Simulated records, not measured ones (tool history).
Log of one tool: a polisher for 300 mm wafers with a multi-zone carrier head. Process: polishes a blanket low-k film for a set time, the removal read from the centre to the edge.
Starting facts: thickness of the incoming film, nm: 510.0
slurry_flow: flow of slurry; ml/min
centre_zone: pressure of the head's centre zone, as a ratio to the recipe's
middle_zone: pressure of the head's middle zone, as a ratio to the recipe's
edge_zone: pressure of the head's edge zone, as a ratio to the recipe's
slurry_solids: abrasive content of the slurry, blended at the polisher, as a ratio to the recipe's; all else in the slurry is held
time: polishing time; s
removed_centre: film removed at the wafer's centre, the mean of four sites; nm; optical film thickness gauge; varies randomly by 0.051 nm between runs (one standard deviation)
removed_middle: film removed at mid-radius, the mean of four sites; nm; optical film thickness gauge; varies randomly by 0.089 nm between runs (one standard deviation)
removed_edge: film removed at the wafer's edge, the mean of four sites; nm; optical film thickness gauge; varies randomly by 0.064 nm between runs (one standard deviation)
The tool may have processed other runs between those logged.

run  hour  slurry_flow  centre_zone  middle_zone  edge_zone  slurry_solids  time  removed_centre  removed_middle  removed_edge
  1     0          165            1            1          1              1    31          7.4035          6.9734        6.7841
  2     8          165            1            1          1              1    38          9.0735          8.3762        8.2969
  3  14.9          155         0.99            1       0.95           0.95    38          8.6589          8.3515        7.9809
  4  17.6          155         0.99         0.92       0.95           0.95    38          8.6552          7.9065        7.8965
  5  21.5          155         0.99         0.92       0.95           0.95    34          7.7482          6.9638        7.1487
  6  25.7          155         1.06         0.92       0.95           0.95    34          8.2287          7.0436        7.0354
  7  27.2          155         1.05         0.96       0.94           0.95    34          8.2489          7.3087        6.9771

What does the tool deliver on the next run?
  8  34.9          150         1.04         0.98       0.94           0.95    34               ?               ?             ?

removed_centre: 7.9872 nm
removed_middle: 7.1842 nm
removed_edge: 7.0953 nm
